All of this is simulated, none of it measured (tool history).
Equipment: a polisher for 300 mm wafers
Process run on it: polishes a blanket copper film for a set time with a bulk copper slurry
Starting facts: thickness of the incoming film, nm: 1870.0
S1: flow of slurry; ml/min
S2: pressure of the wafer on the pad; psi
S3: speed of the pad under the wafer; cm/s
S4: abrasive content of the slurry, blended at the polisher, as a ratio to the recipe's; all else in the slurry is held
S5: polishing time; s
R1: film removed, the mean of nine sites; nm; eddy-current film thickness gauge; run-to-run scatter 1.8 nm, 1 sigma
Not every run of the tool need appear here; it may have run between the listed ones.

run    day   S1   S2   S3   S4  S5      R1
  1  0.000  315  3.4   86  1.0  24  188.54
  2  0.321  315  3.4   86  1.1  24  191.18
  3  0.471  315  4.1   86  1.1  24  219.31
  4  0.538  315  4.1   86  1.1  21  191.57
  5  0.896  315  4.1  104  1.1  21  226.27
  6  0.983  315  4.5  104  1.1  21  242.58
  7  1.296  315  4.3  104  1.1  21  236.99
  8  1.467  315  4.1  104  1.1  21  226.46
  9  1.621  315  3.9  104  1.1  21  220.69
     1.908  -- head pressure recalibrated
 10  1.908  315  3.7  104  1.1  21  222.35
 11  1.967  315  3.5  102  1.1  21  217.19
 12  2.246  315  3.4  100  1.1  21  205.06

Predict the results of run 13:
 13  2.421  315  3.2  98  1.1  21   ?

Run 13 gave R1 195.47 nm.
